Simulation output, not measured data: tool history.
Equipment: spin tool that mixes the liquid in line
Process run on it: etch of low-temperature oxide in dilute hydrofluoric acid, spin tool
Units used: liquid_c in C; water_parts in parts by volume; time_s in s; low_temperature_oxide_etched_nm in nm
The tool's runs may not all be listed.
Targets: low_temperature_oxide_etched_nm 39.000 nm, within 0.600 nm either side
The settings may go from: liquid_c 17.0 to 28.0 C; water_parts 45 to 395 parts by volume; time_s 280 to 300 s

| run | day | liquid_c | water_parts | time_s | low_temperature_oxide_etched_nm |
|---|---|---|---|---|---|
| 1 | 0.000 | 20.0 | 220 | 280 | 15.314 |
| 2 | 0.242 | 20.0 | 165 | 280 | 21.576 |
| 3 | 0.292 | 20.0 | 165 | 280 | 21.532 |
| 4 | 0.342 | 20.0 | 125 | 280 | 29.605 |
| 5 | 0.367 | 21.5 | 125 | 280 | 31.510 |
| 6 | 0.729 | 21.5 | 175 | 280 | 21.443 |
| 7 | 1.033 | 23.0 | 160 | 280 | 25.126 |
| 8 | 1.071 | 24.0 | 150 | 280 | 27.940 |
| 9 | 1.342 | 25.0 | 145 | 280 | 30.299 |
| 10 | 1.579 | 25.5 | 140 | 280 | 32.299 |
| 11 | 1.929 | 26.0 | 135 | 280 | 34.018 |
| 12 | 2.192 | 26.5 | 135 | 280 | 34.949 |

Consider the 4 candidate settings below. Which is the only one whose results all fall within their allowed miss of target?
| A | 2.454 | 25.5 | 120 | 285 | ? |
| B | 2.454 | 27.0 | 130 | 285 | ? |
| C | 2.454 | 27.5 | 140 | 300 | ? |
| D | 2.454 | 27.5 | 135 | 280 | ? |

| move | low_temperature_oxide_etched_nm |
|---|---|
| A | 39.345 |
| B | 37.976 |
| C | 37.348 |
| D | 36.377 |
A: each result inside its tolerance
B: gains on the last run, yet a result remains outside its allowed miss
C: gains on the last run, yet a result remains outside its allowed miss
D: gains on the last run, yet a result remains outside its allowed miss
Move A is the one to make.
